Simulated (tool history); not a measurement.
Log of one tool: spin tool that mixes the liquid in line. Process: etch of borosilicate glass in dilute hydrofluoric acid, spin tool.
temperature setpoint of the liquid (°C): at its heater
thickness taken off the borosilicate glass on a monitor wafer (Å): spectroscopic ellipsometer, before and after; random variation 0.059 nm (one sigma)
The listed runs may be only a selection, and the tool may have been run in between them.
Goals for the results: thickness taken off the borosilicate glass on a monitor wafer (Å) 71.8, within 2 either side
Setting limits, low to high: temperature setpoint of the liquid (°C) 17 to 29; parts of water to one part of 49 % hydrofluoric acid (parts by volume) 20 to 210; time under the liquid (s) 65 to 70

run,day,temperature setpoint of the liquid (°C),parts of water to one part of 49 % hydrofluoric acid (parts by volume),time under the liquid (s),thickness taken off the borosilicate glass on a monitor wafer (Å)
1,0,21,115,65,80.031
2,0.05,20.5,115,65,77.594
3,0.408,19.5,115,65,74.565
4,0.45,19.5,115,70,82.074
5,0.708,19,115,70,79.989
6,1.067,18.5,115,70,77.189
7,1.204,18.5,115,70,77.854
8,1.392,17,120,70,69.609

Exactly one of the 4 candidate moves below puts every result within its allowed miss. Which one?
A,1.579,17,120,65,?
B,1.579,17.5,120,70,?
C,1.579,17,115,65,?
D,1.579,17.5,125,70,?

move,thickness taken off the borosilicate glass on a monitor wafer (Å)
A,65.384
B,71.894
C,68.574
D,68.668
A: moves away from the targets compared with the last run
B: every result within its allowed miss
C: moves away from the targets compared with the last run
D: moves away from the targets compared with the last run
B is the move that brings every result within its allowed miss.

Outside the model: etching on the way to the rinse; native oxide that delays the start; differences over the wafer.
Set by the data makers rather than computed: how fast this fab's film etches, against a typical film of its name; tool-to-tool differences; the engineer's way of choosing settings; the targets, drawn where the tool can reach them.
